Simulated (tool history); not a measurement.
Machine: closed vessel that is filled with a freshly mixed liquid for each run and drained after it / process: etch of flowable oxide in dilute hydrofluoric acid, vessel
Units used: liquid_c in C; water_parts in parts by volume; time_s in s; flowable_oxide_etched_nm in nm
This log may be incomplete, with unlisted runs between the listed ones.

run 1 hour=0 | liquid_c=21 water_parts=50 time_s=105 | flowable_oxide_etched_nm=40.387
run 2 hour=2.1 | liquid_c=21 water_parts=50 time_s=115 | flowable_oxide_etched_nm=44.77
run 3 hour=10 | liquid_c=18 water_parts=50 time_s=115 | flowable_oxide_etched_nm=39.198
run 4 hour=17.9 | liquid_c=18 water_parts=35 time_s=115 | flowable_oxide_etched_nm=55.77
run 5 hour=25.4 | liquid_c=17.5 water_parts=45 time_s=115 | flowable_oxide_etched_nm=42.707
run 6 hour=28.7 | liquid_c=17.5 water_parts=30 time_s=115 | flowable_oxide_etched_nm=63.286
run 7 hour=30.3 | liquid_c=17.5 water_parts=30 time_s=115 | flowable_oxide_etched_nm=64.096
run 8 hour=31.3 | liquid_c=17.5 water_parts=40 time_s=115 | flowable_oxide_etched_nm=48.478
run 9 hour=40.2 | liquid_c=17.5 water_parts=50 time_s=115 | flowable_oxide_etched_nm=37.348
run 10 hour=48.2 | liquid_c=17.5 water_parts=55 time_s=115 | flowable_oxide_etched_nm=33.66
run 11 hour=51.5 | liquid_c=17.5 water_parts=60 time_s=115 | flowable_oxide_etched_nm=31.431
run 12 hour=60.7 | liquid_c=17.5 water_parts=65 time_s=115 | flowable_oxide_etched_nm=28.611

Run 13 has not been measured yet. What should we expect?
-- hour=69.2 thermometer replaced
run 13 hour=69.2 | liquid_c=17 water_parts=70 time_s=115 | flowable_oxide_etched_nm=?

{"run 13": {"flowable_oxide_etched_nm": 28.129}}
